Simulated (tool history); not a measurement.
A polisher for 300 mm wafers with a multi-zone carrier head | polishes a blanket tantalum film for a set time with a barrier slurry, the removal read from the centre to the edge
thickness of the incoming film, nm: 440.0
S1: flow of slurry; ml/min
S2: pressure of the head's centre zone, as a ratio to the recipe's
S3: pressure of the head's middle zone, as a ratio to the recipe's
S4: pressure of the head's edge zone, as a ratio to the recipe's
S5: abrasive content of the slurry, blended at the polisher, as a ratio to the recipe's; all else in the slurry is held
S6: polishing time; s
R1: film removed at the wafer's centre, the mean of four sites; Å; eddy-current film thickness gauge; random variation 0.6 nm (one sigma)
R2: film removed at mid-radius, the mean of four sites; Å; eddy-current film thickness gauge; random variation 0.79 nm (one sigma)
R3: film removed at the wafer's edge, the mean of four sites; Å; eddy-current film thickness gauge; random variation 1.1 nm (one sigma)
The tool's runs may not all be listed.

{"run": 1, "hour": 0.0, "S1": 305, "S2": 1.0, "S3": 1.0, "S4": 1.0, "S5": 1.0, "S6": 64, "R1": 1617.3, "R2": 1630.2, "R3": 1674.4}
{"run": 2, "hour": 8.0, "S1": 305, "S2": 1.0, "S3": 1.0, "S4": 1.0, "S5": 0.8, "S6": 64, "R1": 1515.1, "R2": 1558.5, "R3": 1518.2}
{"run": 3, "hour": 10.1, "S1": 305, "S2": 1.0, "S3": 1.0, "S4": 0.96, "S5": 0.8, "S6": 64, "R1": 1500.6, "R2": 1504.2, "R3": 1472.5}
{"run": 4, "hour": 12.3, "S1": 305, "S2": 1.03, "S3": 1.0, "S4": 0.96, "S5": 0.8, "S6": 64, "R1": 1556.3, "R2": 1514.5, "R3": 1468.0}
{"run": 5, "hour": 17.2, "S1": 305, "S2": 1.03, "S3": 1.0, "S4": 0.96, "S5": 0.9, "S6": 64, "R1": 1605.6, "R2": 1550.7, "R3": 1579.5}
{"run": 6, "hour": 21.8, "S1": 300, "S2": 1.01, "S3": 0.96, "S4": 0.93, "S5": 0.8, "S6": 58, "R1": 1378.1, "R2": 1341.1, "R3": 1339.3}
{"run": 7, "hour": 27.7, "S1": 295, "S2": 1.01, "S3": 0.93, "S4": 0.91, "S5": 0.75, "S6": 52, "R1": 1182.8, "R2": 1128.4, "R3": 1178.5}
{"run": 8, "hour": 33.1, "S1": 300, "S2": 1.02, "S3": 0.93, "S4": 0.89, "S5": 0.7, "S6": 48, "R1": 1061.5, "R2": 992.98, "R3": 1022.9}
{"run": 9, "hour": 41.2, "S1": 300, "S2": 1.02, "S3": 0.93, "S4": 0.88, "S5": 0.65, "S6": 46, "R1": 986.42, "R2": 939.81, "R3": 928.87}
{"run": 10, "hour": 42.7, "S1": 300, "S2": 1.02, "S3": 0.92, "S4": 0.87, "S5": 0.6, "S6": 45, "R1": 914.6, "R2": 864.01, "R3": 867.87}

Forecast run 11:
{"run": 11, "hour": 44.6, "S1": 300, "S2": 1.02, "S3": 0.91, "S4": 0.86, "S5": 0.6, "S6": 44, "R1": "?", "R2": "?", "R3": "?"}

R1: 898.15 Å
R2: 829.39 Å
R3: 856.56 Å
